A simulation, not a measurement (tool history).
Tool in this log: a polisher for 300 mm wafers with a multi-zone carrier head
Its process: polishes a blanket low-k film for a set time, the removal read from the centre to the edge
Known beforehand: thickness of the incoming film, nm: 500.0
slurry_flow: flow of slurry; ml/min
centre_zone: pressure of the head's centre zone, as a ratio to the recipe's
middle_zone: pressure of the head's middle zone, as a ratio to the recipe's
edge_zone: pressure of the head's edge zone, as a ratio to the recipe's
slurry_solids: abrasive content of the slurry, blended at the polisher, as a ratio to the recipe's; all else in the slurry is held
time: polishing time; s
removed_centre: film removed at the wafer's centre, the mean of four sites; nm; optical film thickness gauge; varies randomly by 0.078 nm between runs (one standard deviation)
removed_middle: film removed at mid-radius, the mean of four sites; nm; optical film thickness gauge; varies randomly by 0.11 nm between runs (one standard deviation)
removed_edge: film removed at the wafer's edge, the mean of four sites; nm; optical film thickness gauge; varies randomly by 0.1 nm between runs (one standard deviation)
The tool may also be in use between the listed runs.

run	hour	slurry_flow	centre_zone	middle_zone	edge_zone	slurry_solids	time	removed_centre	removed_middle	removed_edge
1	0.0	175	1.00	1.00	1.00	1.00	53	20.813	22.822	22.973
2	6.2	175	1.00	0.99	0.97	0.90	50	18.783	20.578	20.266
3	9.1	175	1.07	0.99	0.97	0.90	50	19.907	20.130	20.598
4	13.3	175	1.06	0.98	0.95	0.85	48	18.580	18.844	18.675
5	17.4	170	1.05	0.96	0.94	0.80	47	17.572	17.549	17.769
6	23.2	165	1.04	0.95	0.92	0.75	46	16.359	16.808	16.709
7	24.0	165	1.04	0.93	0.90	0.70	45	15.430	15.671	15.760
8	26.9	165	1.06	0.90	0.81	0.50	36	10.630	10.254	10.285
9	29.0	175	1.06	0.91	0.83	0.50	36	10.841	10.433	10.487
10	33.9	175	1.06	0.92	0.85	0.50	36	10.829	10.651	10.677
11	41.4	175	1.07	0.93	0.87	0.50	36	10.996	10.857	10.769
12	45.8	175	1.08	0.94	0.89	0.50	36	11.134	10.818	10.620

Estimate the outcome of run 13 from the log above:
13	47.3	180	1.08	0.94	0.91	0.50	36	?	?	?

{"run 13": {"removed_centre": 11.309, "removed_middle": 10.822, "removed_edge": 10.999}}
